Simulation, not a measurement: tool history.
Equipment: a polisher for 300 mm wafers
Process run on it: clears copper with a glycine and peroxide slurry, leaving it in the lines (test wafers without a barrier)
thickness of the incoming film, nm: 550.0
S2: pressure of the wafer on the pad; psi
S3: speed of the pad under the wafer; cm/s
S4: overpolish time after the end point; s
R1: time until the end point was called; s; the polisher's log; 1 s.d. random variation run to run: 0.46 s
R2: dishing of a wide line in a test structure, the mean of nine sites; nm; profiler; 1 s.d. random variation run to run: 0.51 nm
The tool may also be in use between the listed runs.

Run 1, day 0.000: flow of slurry (ml/min) 300, S2 3.0 psi, S3 110 cm/s, S4 17 s. Result: R1 72.309 s, R2 69.851 nm.
Run 2, day 0.333: flow of slurry (ml/min) 300, S2 2.3 psi, S3 110 cm/s, S4 17 s. Result: R1 90.626 s, R2 59.976 nm.
Run 3, day 0.542: flow of slurry (ml/min) 350, S2 2.4 psi, S3 128 cm/s, S4 14 s. Result: R1 76.601 s, R2 59.480 nm.
Run 4, day 0.804: flow of slurry (ml/min) 315, S2 2.6 psi, S3 140 cm/s, S4 11 s. Result: R1 66.116 s, R2 54.232 nm.
Run 5, day 1.092: flow of slurry (ml/min) 315, S2 2.6 psi, S3 160 cm/s, S4 11 s. Result: R1 59.962 s, R2 59.217 nm.
Run 6, day 1.171: flow of slurry (ml/min) 315, S2 2.6 psi, S3 160 cm/s, S4 17 s. Result: R1 59.129 s, R2 73.619 nm.

What does the tool deliver on the next run?
Run 7, day 1.458: flow of slurry (ml/min) 275, S2 2.9 psi, S3 162 cm/s, S4 14 s. Result: R1 ?, R2 ?.

R1: 53.646 s
R2: 72.036 nm
